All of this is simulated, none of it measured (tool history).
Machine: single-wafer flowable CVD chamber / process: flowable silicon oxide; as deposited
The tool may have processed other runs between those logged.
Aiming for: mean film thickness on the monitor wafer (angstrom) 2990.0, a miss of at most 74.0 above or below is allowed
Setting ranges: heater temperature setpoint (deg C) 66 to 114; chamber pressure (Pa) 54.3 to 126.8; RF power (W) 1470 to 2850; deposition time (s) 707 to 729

run	hour	heater temperature setpoint (deg C)	chamber pressure (Pa)	RF power (W)	deposition time (s)	mean film thickness on the monitor wafer (angstrom)
1	0.0	90	90.5	2160	707	5107.6
2	5.7	90	90.5	2290	707	5188.4
3	8.5	92	90.5	2290	707	4806.9
4	10.7	93	90.5	2290	707	4601.2
5	11.7	93	90.5	2290	707	4598.0
6	16.2	94	90.5	2290	707	4427.0
7	20.4	95	90.5	2290	707	4266.7
8	21.8	96	90.5	2290	707	4124.3
9	26.1	97	90.5	2290	707	3962.6
10	28.1	107	90.3	2290	707	2730.1
11	36.7	106	90.3	2290	707	2823.2

Which one of the following 4 next-run settings gets every result inside its allowed miss? There is exactly one.
A	45.3	105	97.7	2420	713	?
B	45.3	109	100.7	2255	723	?
C	45.3	105	91.6	2340	707	?
D	45.3	105	94.3	2580	725	?

move	mean film thickness on the monitor wafer (angstrom)
A	3166.8
B	2810.5
C	2959.1
D	3154.6
A: carries the result that was furthest off beyond its target, to the other side
B: its largest miss is bigger than the last run's
C: every result lands within tolerance
D: carries the result that was furthest off beyond its target, to the other side
The right move is C.

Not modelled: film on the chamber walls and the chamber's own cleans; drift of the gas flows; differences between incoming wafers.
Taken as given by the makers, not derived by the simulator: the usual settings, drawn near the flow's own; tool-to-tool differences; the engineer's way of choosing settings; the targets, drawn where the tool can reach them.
